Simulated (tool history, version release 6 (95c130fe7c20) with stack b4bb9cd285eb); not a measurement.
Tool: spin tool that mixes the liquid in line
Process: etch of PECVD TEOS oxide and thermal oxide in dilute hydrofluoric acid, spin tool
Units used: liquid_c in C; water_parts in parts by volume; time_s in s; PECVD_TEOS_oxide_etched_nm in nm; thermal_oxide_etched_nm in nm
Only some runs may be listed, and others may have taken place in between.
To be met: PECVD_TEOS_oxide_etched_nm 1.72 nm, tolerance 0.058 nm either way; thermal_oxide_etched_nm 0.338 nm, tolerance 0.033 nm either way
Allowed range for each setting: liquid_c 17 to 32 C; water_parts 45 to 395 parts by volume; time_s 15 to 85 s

run  hour  liquid_c  water_parts  time_s  PECVD_TEOS_oxide_etched_nm  thermal_oxide_etched_nm
  1     0        24          220      45                      4.0733                  0.80373
  2   0.8        23          235      45                      3.6057                  0.69067
  3   1.8      22.5          250      45                      3.2967                  0.67228
  4  10.8      22.5          290      45                      2.7145                  0.52196
  5  17.1        22          300      45                      2.5233                  0.50079
  6  17.8      21.5          310      45                      2.4095                  0.47881
  7  24.8      21.5          320      45                      2.3129                  0.45353
  8  30.9        21          325      45                      2.2016                  0.42919
  9  33.4      20.5          330      45                      2.1336                  0.42335
 10  35.1      20.5          335      45                      2.0937                  0.41299
 11  38.1      20.5          340      45                      2.0631                  0.40942
     45.4  -- hydrofluoric acid flow meter replaced
 12  45.4      20.5          340      45                      2.4163                  0.46131
 13  49.2      21.5          345      45                      2.4518                  0.47374
 14  54.4        21          345      45                      2.4119                  0.48142
 15  59.5      20.5          345      45                      2.3473                   0.4657

Exactly one of the 4 candidate moves below puts every result within its allowed miss. Which one?
  A  64.6        32          395      25                           ?                        ?
  B  64.6      21.5          325      45                           ?                        ?
  C  64.6        22          365      75                           ?                        ?
  D  64.6        22          375      35                           ?                        ?

move  PECVD_TEOS_oxide_etched_nm  thermal_oxide_etched_nm
   A                      1.5466                  0.31764
   B                      2.5781                  0.52948
   C                      3.7565                  0.77151
   D                      1.6913                  0.34737
A: moves the result that the last run missed by most past its target, out the other side
B: the biggest miss grows against the last run
C: the biggest miss grows against the last run
D: all results in spec
D meets every target.

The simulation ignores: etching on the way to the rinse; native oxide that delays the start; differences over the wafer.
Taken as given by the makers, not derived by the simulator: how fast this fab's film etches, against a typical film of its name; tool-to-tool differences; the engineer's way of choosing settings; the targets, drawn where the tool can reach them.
